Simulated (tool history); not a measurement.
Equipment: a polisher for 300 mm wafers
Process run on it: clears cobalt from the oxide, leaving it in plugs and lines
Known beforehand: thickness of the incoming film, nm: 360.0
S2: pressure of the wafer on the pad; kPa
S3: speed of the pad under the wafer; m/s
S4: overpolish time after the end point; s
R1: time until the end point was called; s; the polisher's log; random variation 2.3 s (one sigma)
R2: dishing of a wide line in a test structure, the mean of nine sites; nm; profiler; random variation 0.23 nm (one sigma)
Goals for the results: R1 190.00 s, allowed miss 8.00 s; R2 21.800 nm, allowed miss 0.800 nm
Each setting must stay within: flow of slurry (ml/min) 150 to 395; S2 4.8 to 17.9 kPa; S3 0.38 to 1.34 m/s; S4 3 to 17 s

Run 1, hour 0.0: flow of slurry (ml/min) 250, S2 11.0 kPa, S3 0.86 m/s, S4 9 s. Result: R1 100.01 s, R2 25.192 nm.
Run 2, hour 2.0: flow of slurry (ml/min) 250, S2 9.7 kPa, S3 0.84 m/s, S4 10 s. Result: R1 117.89 s, R2 24.402 nm.
Run 3, hour 8.8: flow of slurry (ml/min) 250, S2 8.3 kPa, S3 0.84 m/s, S4 11 s. Result: R1 139.39 s, R2 23.834 nm.
Run 4, hour 15.0: flow of slurry (ml/min) 250, S2 7.6 kPa, S3 0.84 m/s, S4 11 s. Result: R1 149.62 s, R2 22.149 nm.
Run 5, hour 23.8: flow of slurry (ml/min) 250, S2 9.0 kPa, S3 0.84 m/s, S4 11 s. Result: R1 126.67 s, R2 24.776 nm.
Run 6, hour 26.5: flow of slurry (ml/min) 190, S2 9.0 kPa, S3 0.84 m/s, S4 11 s. Result: R1 133.16 s, R2 24.109 nm.
Run 7, hour 32.1: flow of slurry (ml/min) 185, S2 8.3 kPa, S3 0.84 m/s, S4 11 s. Result: R1 146.89 s, R2 22.285 nm.
Run 8, hour 36.6: flow of slurry (ml/min) 180, S2 7.6 kPa, S3 0.84 m/s, S4 11 s. Result: R1 159.77 s, R2 20.563 nm.
At hour 40.9: slurry nozzle cleaned.
Run 9, hour 40.9: flow of slurry (ml/min) 170, S2 5.5 kPa, S3 0.82 m/s, S4 14 s. Result: R1 205.13 s, R2 20.533 nm.
Run 10, hour 44.1: flow of slurry (ml/min) 170, S2 5.5 kPa, S3 0.82 m/s, S4 14 s. Result: R1 202.56 s, R2 20.898 nm.
Run 11, hour 50.9: flow of slurry (ml/min) 180, S2 6.2 kPa, S3 0.82 m/s, S4 14 s. Result: R1 179.71 s, R2 22.667 nm.

Exercise: of the 4 proposed moves below, exactly one satisfies all targets within the stated allowed misses. Which move is it?
Run A, hour 57.7: flow of slurry (ml/min) 270, S2 4.8 kPa, S3 0.82 m/s, S4 16 s. Result: R1 ?, R2 ?.
Run B, hour 57.7: flow of slurry (ml/min) 175, S2 5.5 kPa, S3 0.80 m/s, S4 14 s. Result: R1 ?, R2 ?.
Run C, hour 57.7: flow of slurry (ml/min) 150, S2 4.8 kPa, S3 0.90 m/s, S4 14 s. Result: R1 ?, R2 ?.
Run D, hour 57.7: flow of slurry (ml/min) 180, S2 6.2 kPa, S3 0.78 m/s, S4 14 s. Result: R1 ?, R2 ?.

move      R1      R2
   A  217.09  21.780
   B  208.34  20.186
   C  217.11  19.516
   D  190.08  21.728
A: carries the result that was furthest off beyond its target, to the other side
B: carries the result that was furthest off beyond its target, to the other side
C: carries the result that was furthest off beyond its target, to the other side
D: all results in spec
D meets every target.

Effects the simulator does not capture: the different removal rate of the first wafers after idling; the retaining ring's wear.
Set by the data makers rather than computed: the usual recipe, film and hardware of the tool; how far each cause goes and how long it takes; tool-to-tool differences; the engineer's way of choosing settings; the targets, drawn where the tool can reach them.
